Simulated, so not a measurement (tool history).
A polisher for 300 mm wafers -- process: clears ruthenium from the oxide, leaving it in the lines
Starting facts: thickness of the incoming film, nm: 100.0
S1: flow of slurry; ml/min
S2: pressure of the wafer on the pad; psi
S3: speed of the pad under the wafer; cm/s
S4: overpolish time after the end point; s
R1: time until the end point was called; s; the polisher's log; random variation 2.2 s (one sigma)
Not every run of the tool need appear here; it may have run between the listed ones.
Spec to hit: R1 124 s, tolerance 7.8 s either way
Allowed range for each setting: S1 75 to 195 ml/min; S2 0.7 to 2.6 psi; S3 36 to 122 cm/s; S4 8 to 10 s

run  hour   S1   S2  S3  S4      R1
  1     0  125  1.6  78  10  156.63
  2   0.8  155  1.6  78  10  154.57
  3   1.8  155  1.6  78  10  153.97
  4  10.5  155  1.6  78  10  152.51
  5  11.4  155  1.2  78  10  184.35
  6  17.6  185  1.2  78  10  174.44
  7  23.4  185  1.3  78  10  162.58
  8  28.1  185  1.7  80  10  142.28

4 candidate next runs follow, results not yet known. Just one meets every target within its allowed miss. Identify it.
  A  32.8  190    2  58  10   ?
  B  32.8  180    2  82   8   ?
  C  32.8  190  1.4  92  10   ?
  D  32.8  165  1.7  70   8   ?

move      R1
   A  169.13
   B  122.73
   C  135.77
   D   159.9
A: lands further from the targets than the last run did
B: every result within its allowed miss
C: gains on the last run, yet a result remains outside its allowed miss
D: lands further from the targets than the last run did
Answer: B
